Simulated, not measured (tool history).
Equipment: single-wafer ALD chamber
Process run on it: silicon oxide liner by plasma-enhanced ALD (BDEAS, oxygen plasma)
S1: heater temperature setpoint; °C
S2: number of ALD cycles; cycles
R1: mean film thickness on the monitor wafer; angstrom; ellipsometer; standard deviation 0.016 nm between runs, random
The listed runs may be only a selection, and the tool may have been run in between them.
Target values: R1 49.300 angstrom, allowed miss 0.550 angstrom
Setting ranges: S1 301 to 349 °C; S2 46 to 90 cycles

run  hour   S1  S2      R1
  1   0.0  325  68  65.935
  2   8.7  327  64  61.352
  3  10.4  327  69  66.351
  4  16.8  330  66  62.906
  5  20.2  336  66  62.025
     21.6  -- thermocouple changed; heater temperature recalibrated
  6  21.6  330  66  63.887
  7  24.5  332  63  60.510
  8  30.0  334  61  58.454
  9  37.2  336  59  56.856
 10  46.1  337  57  54.417
 11  51.4  338  56  53.598
 12  55.8  338  56  53.173

Pick the move, out of 4, that brings all results within their allowed miss; only one does.
  A  60.2  337  53   ?
  B  60.2  349  54   ?
  C  60.2  344  54   ?
  D  60.2  342  52   ?

move      R1
   A  50.562
   B  50.474
   C  50.908
   D  49.190
A: closer than the last run, but not yet in spec
B: closer than the last run, but not yet in spec
C: closer than the last run, but not yet in spec
D: meets every target
D is the move that brings every result within its allowed miss.

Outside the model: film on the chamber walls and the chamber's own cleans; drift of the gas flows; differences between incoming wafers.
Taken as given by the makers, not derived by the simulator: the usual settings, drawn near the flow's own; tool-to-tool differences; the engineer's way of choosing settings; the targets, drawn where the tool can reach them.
